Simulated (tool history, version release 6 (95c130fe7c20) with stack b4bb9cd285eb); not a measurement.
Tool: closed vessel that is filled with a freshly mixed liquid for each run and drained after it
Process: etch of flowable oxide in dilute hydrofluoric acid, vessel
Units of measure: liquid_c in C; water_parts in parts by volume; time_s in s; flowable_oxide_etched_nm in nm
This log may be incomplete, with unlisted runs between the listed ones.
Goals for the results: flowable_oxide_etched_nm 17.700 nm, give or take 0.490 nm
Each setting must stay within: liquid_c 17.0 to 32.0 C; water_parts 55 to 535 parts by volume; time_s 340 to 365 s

run 1 day=0.000 | liquid_c=24.0 water_parts=295 time_s=340 | flowable_oxide_etched_nm=32.594
run 2 day=0.083 | liquid_c=22.0 water_parts=325 time_s=340 | flowable_oxide_etched_nm=27.452
run 3 day=0.392 | liquid_c=20.5 water_parts=350 time_s=340 | flowable_oxide_etched_nm=23.363
run 4 day=0.712 | liquid_c=19.5 water_parts=365 time_s=340 | flowable_oxide_etched_nm=21.328
run 5 day=1.067 | liquid_c=19.0 water_parts=375 time_s=340 | flowable_oxide_etched_nm=20.177
run 6 day=1.129 | liquid_c=19.0 water_parts=275 time_s=340 | flowable_oxide_etched_nm=30.213
run 7 day=1.179 | liquid_c=18.5 water_parts=310 time_s=340 | flowable_oxide_etched_nm=25.188
run 8 day=1.550 | liquid_c=18.0 water_parts=335 time_s=340 | flowable_oxide_etched_nm=22.534
run 9 day=1.738 | liquid_c=18.0 water_parts=335 time_s=340 | flowable_oxide_etched_nm=22.754
run 10 day=1.904 | liquid_c=17.5 water_parts=350 time_s=340 | flowable_oxide_etched_nm=21.101
run 11 day=2.150 | liquid_c=17.5 water_parts=365 time_s=340 | flowable_oxide_etched_nm=19.910

Below are 5 possible settings for the next run. Only one of them brings all results inside the allowed miss of their targets. Which is it?
run A day=2.396 | liquid_c=17.0 water_parts=340 time_s=365 | flowable_oxide_etched_nm=?
run B day=2.396 | liquid_c=17.0 water_parts=365 time_s=360 | flowable_oxide_etched_nm=?
run C day=2.396 | liquid_c=22.5 water_parts=450 time_s=340 | flowable_oxide_etched_nm=?
run D day=2.396 | liquid_c=17.0 water_parts=410 time_s=340 | flowable_oxide_etched_nm=?
run E day=2.396 | liquid_c=21.0 water_parts=360 time_s=340 | flowable_oxide_etched_nm=?

move=A flowable_oxide_etched_nm=22.740
move=B flowable_oxide_etched_nm=20.477
move=C flowable_oxide_etched_nm=17.710
move=D flowable_oxide_etched_nm=16.621
move=E flowable_oxide_etched_nm=22.722
A: further off than the last run
B: further off than the last run
C: every result within its allowed miss
D: carries the result that was furthest off beyond its target, to the other side
E: further off than the last run
The right move is C.
